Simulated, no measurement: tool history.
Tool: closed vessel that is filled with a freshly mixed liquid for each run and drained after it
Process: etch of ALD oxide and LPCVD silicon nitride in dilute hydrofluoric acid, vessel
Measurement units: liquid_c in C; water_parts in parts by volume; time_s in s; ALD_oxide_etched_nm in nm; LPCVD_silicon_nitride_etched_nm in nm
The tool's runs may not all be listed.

run  hour  liquid_c  water_parts  time_s  ALD_oxide_etched_nm  LPCVD_silicon_nitride_etched_nm
  1     0        24          255     205               8.8788                          0.45118
  2   8.9        27          255     205               9.8364                          0.53243
  3  12.6      25.5          265     205               8.8087                          0.48176
  4  21.6        29          265     205                9.952                          0.65047
  5  27.6        29          265     250               12.356                          0.79906
  6  31.1      27.5          280     250               10.868                          0.61338
  7  39.8        26          295     250               9.6922                          0.42666

Run 8 has not been measured yet. What should we expect?
     42.8  -- thermometer replaced
  8  42.8      25.5          310     245                    ?                                ?

ALD_oxide_etched_nm: 8.2015 nm
LPCVD_silicon_nitride_etched_nm: 0.45616 nm

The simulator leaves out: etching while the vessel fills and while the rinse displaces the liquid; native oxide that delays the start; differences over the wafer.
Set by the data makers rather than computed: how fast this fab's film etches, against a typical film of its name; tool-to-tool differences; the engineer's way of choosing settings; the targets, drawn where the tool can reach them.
